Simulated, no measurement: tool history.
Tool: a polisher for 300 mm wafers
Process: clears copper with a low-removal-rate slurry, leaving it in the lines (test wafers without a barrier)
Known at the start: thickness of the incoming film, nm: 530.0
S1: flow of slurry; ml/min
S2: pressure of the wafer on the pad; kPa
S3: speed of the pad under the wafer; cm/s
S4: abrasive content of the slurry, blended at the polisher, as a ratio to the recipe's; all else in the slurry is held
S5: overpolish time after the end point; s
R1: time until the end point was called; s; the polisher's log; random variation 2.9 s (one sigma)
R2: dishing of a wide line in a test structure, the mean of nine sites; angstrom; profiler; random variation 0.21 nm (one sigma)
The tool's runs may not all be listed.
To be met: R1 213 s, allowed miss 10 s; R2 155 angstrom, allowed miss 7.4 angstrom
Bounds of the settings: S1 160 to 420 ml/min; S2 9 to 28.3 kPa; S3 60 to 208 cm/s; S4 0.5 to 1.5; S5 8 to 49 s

| run | hour | S1 | S2 | S3 | S4 | S5 | R1 | R2 |
|---|---|---|---|---|---|---|---|---|
| 1 | 0 | 270 | 18.6 | 134 | 1 | 25 | 133.35 | 591.24 |
| 2 | 7.2 | 270 | 18.6 | 150 | 1 | 25 | 120.14 | 655.75 |
| 3 | 10.5 | 270 | 18.6 | 138 | 1 | 25 | 127.97 | 629.5 |
| 4 | 16.7 | 305 | 16.5 | 124 | 1.1 | 21 | 158.37 | 462.27 |
|  | 22.5 | slurry nozzle cleaned |
| 5 | 22.5 | 305 | 16.5 | 100 | 1.1 | 21 | 183.36 | 415.26 |
| 6 | 23.2 | 305 | 13.8 | 100 | 1.1 | 21 | 209.99 | 370.4 |
| 7 | 24.9 | 335 | 12.4 | 98 | 1.2 | 18 | 235.12 | 291.51 |
| 8 | 31.8 | 355 | 11.7 | 106 | 1.25 | 16 | 222.55 | 271.55 |
| 9 | 36.4 | 370 | 11 | 108 | 1.3 | 14 | 237.21 | 234.36 |
| 10 | 45.3 | 380 | 10.3 | 114 | 1.35 | 13 | 237.87 | 213.4 |

Which of these 5 next moves meets every target?
| A | 54.2 | 420 | 11.7 | 110 | 1.3 | 8 | ? | ? |
| B | 54.2 | 390 | 11.7 | 110 | 1.35 | 20 | ? | ? |
| C | 54.2 | 350 | 15.9 | 96 | 1.15 | 8 | ? | ? |
| D | 54.2 | 280 | 13.8 | 102 | 1.2 | 19 | ? | ? |
| E | 54.2 | 325 | 11 | 102 | 1.5 | 8 | ? | ? |

| move | R1 | R2 |
|---|---|---|
| A | 214.77 | 155.72 |
| B | 214.31 | 344.73 |
| C | 191.48 | 174.79 |
| D | 208.34 | 342.8 |
| E | 242.12 | 139.18 |
A: meets every target
B: further off than the last run
C: nearer than the last run, and not there yet
D: further off than the last run
E: takes the result that was furthest off past its target
Move A is the one to make.
